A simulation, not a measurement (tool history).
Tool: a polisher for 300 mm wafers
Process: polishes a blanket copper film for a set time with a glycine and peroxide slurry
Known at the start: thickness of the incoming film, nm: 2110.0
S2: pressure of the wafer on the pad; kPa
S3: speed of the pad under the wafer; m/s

{"run": 1, "day": 0.0, "flow of slurry (ml/min)": 240, "S2": 16.5, "S3": 0.9, "polishing time (s)": 79, "film removed (Å)": 3262.7}
{"run": 2, "day": 0.312, "flow of slurry (ml/min)": 250, "S2": 18.6, "S3": 0.9, "polishing time (s)": 79, "film removed (Å)": 3588.8}
{"run": 3, "day": 0.592, "flow of slurry (ml/min)": 255, "S2": 20.7, "S3": 0.9, "polishing time (s)": 79, "film removed (Å)": 3872.8}
{"run": 4, "day": 0.946, "flow of slurry (ml/min)": 195, "S2": 20.7, "S3": 0.9, "polishing time (s)": 79, "film removed (Å)": 3818.3}
{"run": 5, "day": 1.096, "flow of slurry (ml/min)": 200, "S2": 22.1, "S3": 0.9, "polishing time (s)": 79, "film removed (Å)": 4015.1}
{"run": 6, "day": 1.167, "flow of slurry (ml/min)": 200, "S2": 20.0, "S3": 0.9, "polishing time (s)": 79, "film removed (Å)": 3683.9}
{"run": 7, "day": 1.396, "flow of slurry (ml/min)": 245, "S2": 24.1, "S3": 0.92, "polishing time (s)": 79, "film removed (Å)": 4406.6}

The next listed run, before its measurement:
{"run": 8, "day": 1.562, "flow of slurry (ml/min)": 245, "S2": 24.8, "S3": 0.92, "polishing time (s)": 79, "film removed (Å)": "?"}

Run 8 gave film removed (Å) 4530.9.
